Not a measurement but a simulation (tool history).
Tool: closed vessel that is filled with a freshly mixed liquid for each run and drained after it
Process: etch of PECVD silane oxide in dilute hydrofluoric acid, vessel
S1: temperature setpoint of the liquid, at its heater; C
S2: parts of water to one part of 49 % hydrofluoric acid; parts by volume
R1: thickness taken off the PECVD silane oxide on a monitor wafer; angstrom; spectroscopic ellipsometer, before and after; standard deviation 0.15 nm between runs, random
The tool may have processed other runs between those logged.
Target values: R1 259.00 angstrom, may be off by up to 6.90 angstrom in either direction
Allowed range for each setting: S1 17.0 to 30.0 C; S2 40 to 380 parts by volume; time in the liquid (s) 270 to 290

{"run": 1, "hour": 0.0, "S1": 22.0, "S2": 210, "time in the liquid (s)": 270, "R1": 166.61}
{"run": 2, "hour": 8.9, "S1": 25.0, "S2": 210, "time in the liquid (s)": 270, "R1": 184.55}
{"run": 3, "hour": 14.6, "S1": 26.0, "S2": 205, "time in the liquid (s)": 270, "R1": 198.31}
{"run": 4, "hour": 17.3, "S1": 27.0, "S2": 200, "time in the liquid (s)": 270, "R1": 213.11}
{"run": 5, "hour": 18.8, "S1": 27.0, "S2": 200, "time in the liquid (s)": 290, "R1": 227.4}
{"run": 6, "hour": 26.3, "S1": 25.0, "S2": 200, "time in the liquid (s)": 290, "R1": 212.83}
{"run": 7, "hour": 31.3, "S1": 26.0, "S2": 200, "time in the liquid (s)": 290, "R1": 220.32}
{"run": 8, "hour": 32.8, "S1": 27.0, "S2": 200, "time in the liquid (s)": 290, "R1": 228.56}
{"run": 9, "hour": 36.0, "S1": 27.5, "S2": 200, "time in the liquid (s)": 290, "R1": 235.01}
{"run": 10, "hour": 38.6, "S1": 28.0, "S2": 200, "time in the liquid (s)": 290, "R1": 237.17}
{"run": 11, "hour": 39.3, "S1": 28.5, "S2": 200, "time in the liquid (s)": 290, "R1": 238.78}
{"run": 12, "hour": 43.6, "S1": 29.0, "S2": 200, "time in the liquid (s)": 290, "R1": 242.71}

Consider the 4 candidate settings below. Which is the only one whose results all fall within their allowed miss of target?
{"run": "A", "hour": 47.9, "S1": 29.5, "S2": 185, "time in the liquid (s)": 275, "R1": "?"}
{"run": "B", "hour": 47.9, "S1": 29.5, "S2": 195, "time in the liquid (s)": 270, "R1": "?"}
{"run": "C", "hour": 47.9, "S1": 28.5, "S2": 210, "time in the liquid (s)": 280, "R1": "?"}
{"run": "D", "hour": 47.9, "S1": 28.5, "S2": 210, "time in the liquid (s)": 275, "R1": "?"}

move=A R1=259.87
move=B R1=239.10
move=C R1=218.39
move=D R1=214.49
A: each result inside its tolerance
B: lands further from the targets than the last run did
C: lands further from the targets than the last run did
D: lands further from the targets than the last run did
Correct choice: A, which meets every target
